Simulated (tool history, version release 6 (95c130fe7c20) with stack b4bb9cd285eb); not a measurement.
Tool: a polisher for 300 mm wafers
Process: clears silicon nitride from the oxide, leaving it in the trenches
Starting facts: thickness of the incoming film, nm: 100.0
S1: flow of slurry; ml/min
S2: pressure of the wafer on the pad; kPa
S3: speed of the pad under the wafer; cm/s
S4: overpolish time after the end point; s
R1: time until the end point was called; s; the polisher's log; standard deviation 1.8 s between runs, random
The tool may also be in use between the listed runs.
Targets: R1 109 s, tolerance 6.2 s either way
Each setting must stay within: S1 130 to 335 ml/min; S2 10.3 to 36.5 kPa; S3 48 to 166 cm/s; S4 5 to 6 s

run 1 hour=0 | S1=215 S2=23.4 S3=106 S4=6 | R1=87.854
run 2 hour=0.6 | S1=215 S2=22.8 S3=106 S4=6 | R1=91.202
run 3 hour=1.8 | S1=195 S2=22.8 S3=106 S4=6 | R1=93.187
run 4 hour=4.8 | S1=215 S2=22.8 S3=106 S4=6 | R1=93.319
run 5 hour=11.3 | S1=215 S2=27.6 S3=106 S4=6 | R1=77.165
run 6 hour=17.1 | S1=215 S2=23.4 S3=106 S4=6 | R1=84.876
run 7 hour=25.4 | S1=215 S2=23.4 S3=106 S4=6 | R1=87.127
-- hour=33.9 slurry nozzle cleaned
run 8 hour=33.9 | S1=210 S2=22.8 S3=106 S4=6 | R1=85.625
run 9 hour=36.1 | S1=210 S2=21.4 S3=104 S4=6 | R1=94.825
run 10 hour=42.8 | S1=210 S2=20.7 S3=104 S4=6 | R1=93.961
run 11 hour=45.3 | S1=210 S2=20 S3=104 S4=6 | R1=99.038
run 12 hour=51 | S1=210 S2=19.3 S3=104 S4=6 | R1=97.035
run 13 hour=57.2 | S1=210 S2=15.9 S3=102 S4=6 | R1=120.34

Pick the move, out of 5, that brings all results within their allowed miss; only one does.
run A hour=63.4 | S1=210 S2=22.8 S3=102 S4=6 | R1=?
run B hour=63.4 | S1=155 S2=18.6 S3=118 S4=6 | R1=?
run C hour=63.4 | S1=245 S2=16.5 S3=128 S4=5 | R1=?
run D hour=63.4 | S1=200 S2=16.5 S3=118 S4=6 | R1=?
run E hour=63.4 | S1=185 S2=15.2 S3=114 S4=6 | R1=?

move=A R1=88.654
move=B R1=94.307
move=C R1=88.589
move=D R1=98.469
move=E R1=109.64
A: takes the biggest miss from the last run beyond its target
B: takes the biggest miss from the last run beyond its target
C: takes the biggest miss from the last run beyond its target
D: takes the biggest miss from the last run beyond its target
E: every result lands within tolerance
The right move is E.
